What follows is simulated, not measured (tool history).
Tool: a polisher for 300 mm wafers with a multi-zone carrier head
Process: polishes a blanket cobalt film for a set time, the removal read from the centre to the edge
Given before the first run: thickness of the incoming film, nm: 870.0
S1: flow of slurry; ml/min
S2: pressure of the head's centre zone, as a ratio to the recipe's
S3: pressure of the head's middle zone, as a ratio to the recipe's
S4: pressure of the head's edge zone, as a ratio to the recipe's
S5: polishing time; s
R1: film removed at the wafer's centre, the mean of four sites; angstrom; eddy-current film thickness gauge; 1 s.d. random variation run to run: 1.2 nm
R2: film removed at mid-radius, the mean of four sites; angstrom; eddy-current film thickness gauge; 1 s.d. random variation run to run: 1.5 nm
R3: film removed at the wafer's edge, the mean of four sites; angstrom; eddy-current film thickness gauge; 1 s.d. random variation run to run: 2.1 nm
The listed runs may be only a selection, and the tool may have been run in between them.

run 1 hour=0.0 | S1=205 S2=1.00 S3=1.00 S4=1.00 S5=74 | R1=1971.7 R2=2102.8 R3=2115.5
run 2 hour=3.0 | S1=200 S2=0.98 S3=0.98 S4=1.00 S5=72 | R1=1858.8 R2=1973.2 R3=2081.0
run 3 hour=9.5 | S1=200 S2=0.97 S3=0.97 S4=0.99 S5=70 | R1=1840.7 R2=1923.0 R3=1971.8
run 4 hour=12.6 | S1=200 S2=1.00 S3=0.97 S4=0.99 S5=70 | R1=1836.4 R2=1923.7 R3=1968.6
run 5 hour=13.7 | S1=195 S2=0.98 S3=0.96 S4=0.99 S5=68 | R1=1769.6 R2=1891.7 R3=1932.3
run 6 hour=14.9 | S1=195 S2=0.98 S3=0.96 S4=1.05 S5=68 | R1=1765.2 R2=1867.4 R3=1982.6
run 7 hour=20.8 | S1=190 S2=0.97 S3=0.95 S4=1.05 S5=66 | R1=1715.0 R2=1772.8 R3=1888.3

Forecast run 8:
run 8 hour=27.3 | S1=190 S2=0.97 S3=0.95 S4=1.05 S5=66 | R1=? R2=? R3=?

{"run 8": {"R1": 1698.2, "R2": 1779.1, "R3": 1922.8}}
